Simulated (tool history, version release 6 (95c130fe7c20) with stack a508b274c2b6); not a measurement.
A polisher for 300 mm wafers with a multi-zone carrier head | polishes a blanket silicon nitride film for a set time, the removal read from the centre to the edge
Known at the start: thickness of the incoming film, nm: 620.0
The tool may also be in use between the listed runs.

run    day  flow of slurry (ml/min)  pressure of the head's centre zone  pressure of the head's middle zone  pressure of the head's edge zone  polishing time (s)  film removed at the wafer's centre (Å)  film removed at mid-radius (Å)  film removed at the wafer's edge (Å)
  1      0                      305                                   1                                   1                                 1                  83                                    1299                          1301.7                                1266.9
  2  0.304                      350                                   1                                   1                                 1                  83                                  1322.5                          1303.8                                1269.8
  3  0.446                      345                                0.97                                0.97                              0.99                  77                                  1175.1                          1189.4                                1152.8
  4  0.608                      340                                0.95                                0.94                                 1                  72                                  1079.5                          1084.1                                  1082
  5  0.888                      340                                0.95                                0.94                              1.04                  72                                  1085.8                          1079.1                                1128.4
  6  1.154                      340                                0.95                                0.94                              1.04                  83                                  1262.6                          1244.8                                1266.5
  7    1.2                      335                                0.93                                0.92                              1.03                  77                                  1149.2                          1141.3                                1181.6
  8  1.538                      335                                0.92                                 0.9                              1.02                  72                                  1056.9                          1042.4                                1132.7
  9  1.592                      345                                0.92                                 0.9                                 1                  68                                  981.18                          982.61                                1009.7
 10  1.712                      310                                0.83                                0.81                              0.96                  56                                  753.79                          743.08                                832.07
 11  2.025                      315                                0.83                                0.82                              0.96                  56                                  742.15                          749.51                                842.13

Forecast run 12:
 12  2.225                      315                                0.83                                0.82                              0.96                  56                                       ?                               ?                                     ?

film removed at the wafer's centre (Å): 767.44
film removed at mid-radius (Å): 745.43
film removed at the wafer's edge (Å): 834.48
